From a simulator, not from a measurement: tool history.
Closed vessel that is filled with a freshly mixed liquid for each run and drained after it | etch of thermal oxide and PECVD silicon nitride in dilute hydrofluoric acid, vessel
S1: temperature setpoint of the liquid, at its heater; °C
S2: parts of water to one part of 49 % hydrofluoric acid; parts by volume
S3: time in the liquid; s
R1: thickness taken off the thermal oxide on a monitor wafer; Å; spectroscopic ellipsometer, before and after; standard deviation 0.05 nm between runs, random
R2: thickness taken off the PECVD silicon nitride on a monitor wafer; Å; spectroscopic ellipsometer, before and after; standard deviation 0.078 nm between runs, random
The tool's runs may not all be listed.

run 1 hour=0 | S1=21 S2=180 S3=250 | R1=57.292 R2=59.307
run 2 hour=2 | S1=21 S2=180 S3=165 | R1=37.359 R2=39.564
run 3 hour=6.2 | S1=21 S2=165 S3=165 | R1=42.034 R2=43.003
run 4 hour=8 | S1=18.5 S2=165 S3=165 | R1=37.944 R2=36.718
run 5 hour=10.9 | S1=20.5 S2=165 S3=165 | R1=40.965 R2=41.44
run 6 hour=15.6 | S1=20.5 S2=165 S3=215 | R1=53.474 R2=54.185
run 7 hour=17.1 | S1=20.5 S2=155 S3=215 | R1=57.974 R2=57.093

Run 8 comes next. What will it give?
run 8 hour=24.9 | S1=21 S2=145 S3=215 | R1=? R2=?

Run 8 produced R1 63.999 Å, R2 64.527 Å.

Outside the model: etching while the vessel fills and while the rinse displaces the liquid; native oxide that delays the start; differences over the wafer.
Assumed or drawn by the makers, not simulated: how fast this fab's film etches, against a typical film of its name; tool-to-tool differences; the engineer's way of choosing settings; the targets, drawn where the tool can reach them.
